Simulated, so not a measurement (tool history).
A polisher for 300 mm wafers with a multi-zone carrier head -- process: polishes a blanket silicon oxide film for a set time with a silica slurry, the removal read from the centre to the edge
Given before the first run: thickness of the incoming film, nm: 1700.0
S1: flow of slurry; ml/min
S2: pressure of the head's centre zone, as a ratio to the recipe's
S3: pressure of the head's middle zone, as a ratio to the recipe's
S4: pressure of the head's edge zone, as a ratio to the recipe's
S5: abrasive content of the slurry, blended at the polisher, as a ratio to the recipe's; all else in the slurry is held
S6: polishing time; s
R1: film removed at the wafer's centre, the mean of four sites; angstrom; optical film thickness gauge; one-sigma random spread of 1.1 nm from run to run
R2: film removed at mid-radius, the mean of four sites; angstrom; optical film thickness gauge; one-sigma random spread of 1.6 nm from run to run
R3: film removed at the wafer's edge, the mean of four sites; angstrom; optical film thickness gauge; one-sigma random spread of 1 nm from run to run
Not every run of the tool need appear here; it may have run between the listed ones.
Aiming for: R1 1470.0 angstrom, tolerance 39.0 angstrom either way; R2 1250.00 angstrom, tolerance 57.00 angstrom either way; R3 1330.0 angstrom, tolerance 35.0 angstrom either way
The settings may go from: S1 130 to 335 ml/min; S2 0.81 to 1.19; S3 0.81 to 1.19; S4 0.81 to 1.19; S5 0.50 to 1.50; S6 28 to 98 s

run 1 hour=0.0 | S1=215 S2=1.00 S3=1.00 S4=1.00 S5=1.00 S6=63 | R1=1438.2 R2=1336.80 R3=1416.3
run 2 hour=2.0 | S1=215 S2=1.00 S3=1.00 S4=1.00 S5=1.00 S6=78 | R1=1755.5 R2=1673.40 R3=1724.1
run 3 hour=4.3 | S1=210 S2=1.00 S3=0.98 S4=0.97 S5=0.90 S6=78 | R1=1596.6 R2=1533.30 R3=1597.8
run 4 hour=5.7 | S1=170 S2=1.00 S3=0.98 S4=0.97 S5=0.90 S6=78 | R1=1562.1 R2=1517.10 R3=1544.3
run 5 hour=6.6 | S1=130 S2=1.00 S3=0.98 S4=0.97 S5=0.90 S6=78 | R1=1498.8 R2=1407.70 R3=1499.1
run 6 hour=11.3 | S1=130 S2=1.00 S3=0.98 S4=1.00 S5=0.90 S6=78 | R1=1475.9 R2=1438.80 R3=1517.4
-- hour=14.7 worn pad replaced by a new one
run 7 hour=14.7 | S1=130 S2=1.01 S3=0.97 S4=0.97 S5=0.90 S6=78 | R1=1676.9 R2=1564.80 R3=1694.6
run 8 hour=16.9 | S1=150 S2=1.02 S3=0.98 S4=0.97 S5=0.85 S6=75 | R1=1628.3 R2=1528.30 R3=1591.1
run 9 hour=24.9 | S1=175 S2=1.03 S3=0.88 S4=0.87 S5=0.60 S6=75 | R1=1158.0 R2=987.81 R3=1056.1

4 candidate next runs follow, results not yet known. Just one meets every target within its allowed miss. Identify it.
run A hour=32.9 | S1=135 S2=1.00 S3=0.81 S4=0.99 S5=0.75 S6=76 | R1=? R2=? R3=?
run B hour=32.9 | S1=210 S2=1.03 S3=0.81 S4=0.96 S5=0.60 S6=88 | R1=? R2=? R3=?
run C hour=32.9 | S1=140 S2=0.99 S3=0.81 S4=1.02 S5=0.65 S6=88 | R1=? R2=? R3=?
run D hour=32.9 | S1=165 S2=1.06 S3=0.91 S4=0.89 S5=0.70 S6=78 | R1=? R2=? R3=?

move=A R1=1407.7 R2=1161.60 R3=1432.4
move=B R1=1403.4 R2=1115.40 R3=1330.4
move=C R1=1393.5 R2=1160.10 R3=1447.2
move=D R1=1484.6 R2=1267.20 R3=1339.4
A: better than the last run, though not everything is in spec
B: better than the last run, though not everything is in spec
C: better than the last run, though not everything is in spec
D: every result lands within tolerance
The right move is D.

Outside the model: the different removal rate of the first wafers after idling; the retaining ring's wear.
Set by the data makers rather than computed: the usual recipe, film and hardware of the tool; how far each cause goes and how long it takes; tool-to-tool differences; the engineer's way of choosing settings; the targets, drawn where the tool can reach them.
